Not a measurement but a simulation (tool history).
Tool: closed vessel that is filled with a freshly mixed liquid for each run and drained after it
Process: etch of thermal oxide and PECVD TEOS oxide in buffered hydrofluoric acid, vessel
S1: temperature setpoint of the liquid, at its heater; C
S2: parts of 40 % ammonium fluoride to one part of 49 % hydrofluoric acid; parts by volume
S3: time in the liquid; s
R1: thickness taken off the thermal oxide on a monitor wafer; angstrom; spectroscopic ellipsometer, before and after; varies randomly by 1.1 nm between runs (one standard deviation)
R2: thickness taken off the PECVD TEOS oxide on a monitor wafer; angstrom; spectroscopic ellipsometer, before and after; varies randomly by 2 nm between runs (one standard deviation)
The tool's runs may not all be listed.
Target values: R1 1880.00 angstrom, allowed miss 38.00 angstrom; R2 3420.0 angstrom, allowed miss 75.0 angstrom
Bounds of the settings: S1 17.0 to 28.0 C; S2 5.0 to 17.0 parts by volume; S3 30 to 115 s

run    day    S1    S2  S3       R1      R2
  1  0.000  20.0  10.5  60   571.82  1034.4
  2  0.254  21.5   9.5  65   722.89  1331.5
  3  0.475  21.5   7.5  65   912.06  1673.5
  4  0.679  21.5   7.5  80  1127.60  2058.0
  5  0.796  22.5   7.0  80  1279.90  2336.4
  6  1.142  22.5   5.5  80  1565.70  2893.1
  7  1.467  23.0   5.5  80  1639.40  2964.1
  8  1.725  23.5   5.5  80  1664.00  3079.1
  9  1.950  24.0   5.5  80  1714.30  3141.2
 10  2.204  25.0   5.5  80  1799.10  3313.8

Consider the 4 candidate settings below. Which is the only one whose results all fall within their allowed miss of target?
  A  2.458  25.0  6.0   90   ?   ?
  B  2.458  27.0  5.5   70   ?   ?
  C  2.458  26.0  7.5  110   ?   ?
  D  2.458  26.0  5.5   75   ?   ?

move       R1      R2
   A  1903.10  3446.9
   B  1773.90  3212.9
   C  1993.90  3611.4
   D  1801.60  3263.1
A: in spec on every target
B: misses by more than the last run did
C: the result that was furthest off in the last run now lies on the other side of its target
D: about the same distance from the targets as the last run
Correct choice: A, which meets every target

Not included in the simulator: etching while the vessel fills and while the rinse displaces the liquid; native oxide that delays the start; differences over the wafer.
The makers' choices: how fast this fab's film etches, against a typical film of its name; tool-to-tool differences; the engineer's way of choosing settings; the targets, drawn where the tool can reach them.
